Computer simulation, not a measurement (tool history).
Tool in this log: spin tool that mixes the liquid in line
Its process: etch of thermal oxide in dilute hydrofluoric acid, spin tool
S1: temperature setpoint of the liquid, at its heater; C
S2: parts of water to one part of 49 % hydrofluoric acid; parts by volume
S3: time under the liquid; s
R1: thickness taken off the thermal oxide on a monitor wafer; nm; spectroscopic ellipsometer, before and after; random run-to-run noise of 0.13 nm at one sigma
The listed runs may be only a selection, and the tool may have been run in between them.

run 1 hour=0 | S1=26 S2=265 S3=260 | R1=4.2414
run 2 hour=2.9 | S1=26 S2=265 S3=280 | R1=4.6115
run 3 hour=5.3 | S1=27 S2=230 S3=280 | R1=5.6992
run 4 hour=10.2 | S1=24.5 S2=230 S3=280 | R1=5.2186
run 5 hour=16.4 | S1=26 S2=200 S3=280 | R1=6.5303
run 6 hour=20.1 | S1=27 S2=180 S3=280 | R1=7.6244
run 7 hour=26.2 | S1=28 S2=165 S3=280 | R1=8.7245
run 8 hour=26.7 | S1=29 S2=155 S3=280 | R1=9.7638
run 9 hour=27.4 | S1=30 S2=145 S3=280 | R1=11.112
run 10 hour=29.4 | S1=30.5 S2=140 S3=280 | R1=11.85
run 11 hour=34.4 | S1=34 S2=95 S3=280 | R1=21.12
run 12 hour=40.2 | S1=33.5 S2=95 S3=280 | R1=20.384
run 13 hour=43.1 | S1=33 S2=95 S3=280 | R1=20.331

Run 14, settings as shown, results not yet in. Your forecast:
run 14 hour=49.2 | S1=32.5 S2=95 S3=280 | R1=?

Run 14 produced R1 19.723 nm.

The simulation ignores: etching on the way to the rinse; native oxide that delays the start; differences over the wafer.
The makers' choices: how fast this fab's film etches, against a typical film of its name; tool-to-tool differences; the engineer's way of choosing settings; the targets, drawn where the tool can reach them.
